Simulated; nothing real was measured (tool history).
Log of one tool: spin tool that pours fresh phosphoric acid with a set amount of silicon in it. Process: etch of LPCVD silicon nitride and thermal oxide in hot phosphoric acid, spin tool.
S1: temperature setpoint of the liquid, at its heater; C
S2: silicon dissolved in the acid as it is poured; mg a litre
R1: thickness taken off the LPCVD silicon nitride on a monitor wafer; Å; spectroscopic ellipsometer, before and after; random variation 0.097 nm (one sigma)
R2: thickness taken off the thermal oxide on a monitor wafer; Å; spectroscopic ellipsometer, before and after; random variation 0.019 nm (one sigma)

Run 1, hour 0: S1 161 C, S2 14.5 mg a litre, time under the liquid (s) 180. Result: R1 188.43 Å, R2 4.4965 Å.
Run 2, hour 2.3: S1 160.5 C, S2 15 mg a litre, time under the liquid (s) 170. Result: R1 173.75 Å, R2 3.9073 Å.
Run 3, hour 10.8: S1 160.5 C, S2 15 mg a litre, time under the liquid (s) 110. Result: R1 111.91 Å, R2 2.2857 Å.
Run 4, hour 18.2: S1 162 C, S2 15 mg a litre, time under the liquid (s) 110. Result: R1 117.37 Å, R2 3.0871 Å.
Run 5, hour 24.1: S1 162 C, S2 15 mg a litre, time under the liquid (s) 175. Result: R1 187.32 Å, R2 4.8575 Å.
Run 6, hour 26.4: S1 161.5 C, S2 14.5 mg a litre, time under the liquid (s) 165. Result: R1 173.39 Å, R2 3.9219 Å.
Run 7, hour 32.7: S1 161 C, S2 15 mg a litre, time under the liquid (s) 155. Result: R1 161.64 Å, R2 2.8876 Å.
Run 8, hour 41.1: S1 160.5 C, S2 13.5 mg a litre, time under the liquid (s) 150. Result: R1 155.16 Å, R2 3.6427 Å.

The next listed run, before its measurement:
Run 9, hour 47.9: S1 158 C, S2 22.5 mg a litre, time under the liquid (s) 115. Result: R1 ?, R2 ?.

Run 9 gave R1 107.18 Å, R2 1.7071 Å.
